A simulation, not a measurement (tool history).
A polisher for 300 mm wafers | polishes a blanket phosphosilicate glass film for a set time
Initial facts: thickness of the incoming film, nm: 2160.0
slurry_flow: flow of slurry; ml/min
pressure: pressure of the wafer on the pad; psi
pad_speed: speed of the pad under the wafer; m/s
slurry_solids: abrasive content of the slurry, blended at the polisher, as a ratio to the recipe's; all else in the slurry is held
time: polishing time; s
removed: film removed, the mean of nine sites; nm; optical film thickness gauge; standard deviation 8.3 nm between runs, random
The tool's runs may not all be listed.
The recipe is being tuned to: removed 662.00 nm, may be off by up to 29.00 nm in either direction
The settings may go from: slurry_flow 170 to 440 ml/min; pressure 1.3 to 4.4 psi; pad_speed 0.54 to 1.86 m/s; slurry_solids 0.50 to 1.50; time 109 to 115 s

run,day,slurry_flow,pressure,pad_speed,slurry_solids,time,removed
1,0.000,280,2.8,1.18,1.00,109,1128.40
2,0.050,280,2.8,1.30,1.00,109,1193.60
3,0.229,280,2.4,1.26,1.00,109,1076.60
4,0.400,280,2.4,1.12,1.00,109,976.31
5,0.650,280,2.4,1.12,1.00,115,1013.10
6,0.750,280,2.7,1.12,1.00,115,1111.60
7,0.896,280,2.3,1.06,1.00,115,964.69
# day 1.138: head pressure recalibrated
8,1.138,280,2.0,1.02,1.00,115,813.58
9,1.158,280,1.8,1.02,1.00,115,760.05
10,1.400,280,1.8,1.02,1.00,115,758.83
11,1.500,280,1.7,1.02,1.00,115,725.20
12,1.529,280,1.6,1.02,1.00,115,723.95
13,1.829,280,1.5,1.02,1.00,115,686.34

Which one of the following 5 next-run settings gets every result inside its allowed miss? There is exactly one.
A,2.129,300,2.2,0.92,0.90,115,?
B,2.129,280,2.2,0.72,1.10,114,?
C,2.129,260,1.7,0.80,0.95,115,?
D,2.129,300,1.3,1.46,0.80,109,?
E,2.129,220,2.2,0.78,1.50,112,?

move,removed
A,773.56
B,674.15
C,601.27
D,755.11
E,751.59
A: misses by more than the last run did
B: every result lands within tolerance
C: pushes the last run's worst result past its target
D: misses by more than the last run did
E: misses by more than the last run did
Answer: B
